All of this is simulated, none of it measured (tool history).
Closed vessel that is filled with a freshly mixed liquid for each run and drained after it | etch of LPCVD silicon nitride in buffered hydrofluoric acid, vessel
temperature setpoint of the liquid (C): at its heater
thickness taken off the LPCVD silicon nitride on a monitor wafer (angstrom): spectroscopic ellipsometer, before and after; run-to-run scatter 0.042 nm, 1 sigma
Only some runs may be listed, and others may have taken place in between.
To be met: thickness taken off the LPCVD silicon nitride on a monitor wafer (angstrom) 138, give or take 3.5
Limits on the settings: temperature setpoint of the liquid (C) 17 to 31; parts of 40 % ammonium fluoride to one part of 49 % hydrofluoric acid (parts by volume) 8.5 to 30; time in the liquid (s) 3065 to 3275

| run | hour | temperature setpoint of the liquid (C) | parts of 40 % ammonium fluoride to one part of 49 % hydrofluoric acid (parts by volume) | time in the liquid (s) | thickness taken off the LPCVD silicon nitride on a monitor wafer (angstrom) |
|---|---|---|---|---|---|
| 1 | 0 | 23 | 23.5 | 3065 | 184.74 |
| 2 | 1.1 | 22.5 | 23.5 | 3065 | 180.42 |
| 3 | 4.4 | 22 | 23.5 | 3065 | 175.92 |
| 4 | 10.4 | 22 | 23.5 | 3065 | 176.36 |
| 5 | 16 | 22 | 23.5 | 3275 | 186.83 |
| 6 | 22.8 | 21.5 | 23.5 | 3275 | 182.04 |
| 7 | 27 | 21 | 23.5 | 3275 | 176.61 |
| 8 | 35 | 20.5 | 23.5 | 3275 | 172.14 |
| 9 | 40.4 | 20 | 23.5 | 3275 | 168.14 |
| 10 | 44.5 | 19.5 | 23.5 | 3275 | 162.79 |
| 11 | 45.6 | 19 | 23.5 | 3275 | 158.17 |
| 12 | 53.8 | 18 | 24 | 3275 | 147.47 |
| 13 | 61.3 | 17.5 | 24 | 3275 | 143.85 |

Exercise: of the 4 proposed moves below, exactly one satisfies all targets within the stated allowed misses. Which move is it?
| A | 68.8 | 17 | 24.5 | 3275 | ? |
| B | 68.8 | 18 | 21 | 3170 | ? |
| C | 68.8 | 19.5 | 25.5 | 3150 | ? |
| D | 68.8 | 19 | 25.5 | 3170 | ? |

| move | thickness taken off the LPCVD silicon nitride on a monitor wafer (angstrom) |
|---|---|
| A | 136.94 |
| B | 156.14 |
| C | 147.71 |
| D | 144.5 |
A: each result inside its tolerance
B: moves away from the targets compared with the last run
C: moves away from the targets compared with the last run
D: moves away from the targets compared with the last run
So the answer is move A, the one that meets all the targets.
